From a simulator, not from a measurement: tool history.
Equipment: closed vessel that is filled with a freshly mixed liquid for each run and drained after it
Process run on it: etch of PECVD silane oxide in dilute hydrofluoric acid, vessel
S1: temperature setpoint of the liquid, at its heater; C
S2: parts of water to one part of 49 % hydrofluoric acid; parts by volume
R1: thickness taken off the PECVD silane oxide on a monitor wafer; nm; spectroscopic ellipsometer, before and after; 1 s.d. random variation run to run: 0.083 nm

run 1 hour=0.0 | S1=21.0 S2=295 time_in_the_liquid_(s)=325 | R1=18.073
run 2 hour=4.7 | S1=19.0 S2=295 time_in_the_liquid_(s)=325 | R1=16.665
run 3 hour=8.1 | S1=18.5 S2=300 time_in_the_liquid_(s)=325 | R1=15.949
run 4 hour=11.8 | S1=17.0 S2=300 time_in_the_liquid_(s)=325 | R1=15.200
run 5 hour=21.4 | S1=20.5 S2=300 time_in_the_liquid_(s)=325 | R1=17.231
run 6 hour=25.9 | S1=19.5 S2=305 time_in_the_liquid_(s)=325 | R1=16.378

For run 7, what comes out?
run 7 hour=34.5 | S1=19.0 S2=310 time_in_the_liquid_(s)=325 | R1=?

R1: 15.731 nm
